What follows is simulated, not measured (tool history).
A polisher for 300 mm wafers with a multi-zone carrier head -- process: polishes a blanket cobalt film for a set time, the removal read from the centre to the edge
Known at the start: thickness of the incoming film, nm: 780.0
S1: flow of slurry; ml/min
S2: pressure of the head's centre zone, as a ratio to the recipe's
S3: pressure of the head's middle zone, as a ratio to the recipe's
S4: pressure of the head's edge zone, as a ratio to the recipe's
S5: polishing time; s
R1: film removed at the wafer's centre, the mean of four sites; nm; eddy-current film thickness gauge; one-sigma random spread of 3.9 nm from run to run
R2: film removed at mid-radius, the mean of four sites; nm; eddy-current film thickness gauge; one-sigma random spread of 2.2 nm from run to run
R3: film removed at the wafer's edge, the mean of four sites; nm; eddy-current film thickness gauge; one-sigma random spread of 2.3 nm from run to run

run 1 hour=0 | S1=180 S2=1 S3=1 S4=1 S5=73 | R1=318.78 R2=306.4 R3=303.82
run 2 hour=3 | S1=180 S2=1 S3=1.06 S4=1 S5=73 | R1=319.54 R2=331.41 R3=300.87
run 3 hour=7.9 | S1=180 S2=1.06 S3=1.06 S4=1 S5=73 | R1=340.83 R2=324.78 R3=299.93
run 4 hour=13.6 | S1=180 S2=0.98 S3=1.06 S4=1 S5=73 | R1=315.46 R2=329.81 R3=301.74
run 5 hour=21.2 | S1=180 S2=0.98 S3=0.98 S4=1 S5=73 | R1=316.38 R2=306.78 R3=297.89
run 6 hour=24.4 | S1=195 S2=1.02 S3=0.99 S4=1.03 S5=73 | R1=326.88 R2=311.15 R3=309.41
run 7 hour=27.7 | S1=195 S2=1.02 S3=0.99 S4=1.03 S5=73 | R1=326.98 R2=312.64 R3=307.88
run 8 hour=29.6 | S1=205 S2=1.05 S3=0.99 S4=1.05 S5=74 | R1=346.12 R2=316.99 R3=317.72

Run 9 has not been measured yet. What should we expect?
run 9 hour=35.4 | S1=215 S2=1.07 S3=0.99 S4=1.07 S5=74 | R1=? R2=? R3=?

{"run 9": {"R1": 350.73, "R2": 318.91, "R3": 316.33}}
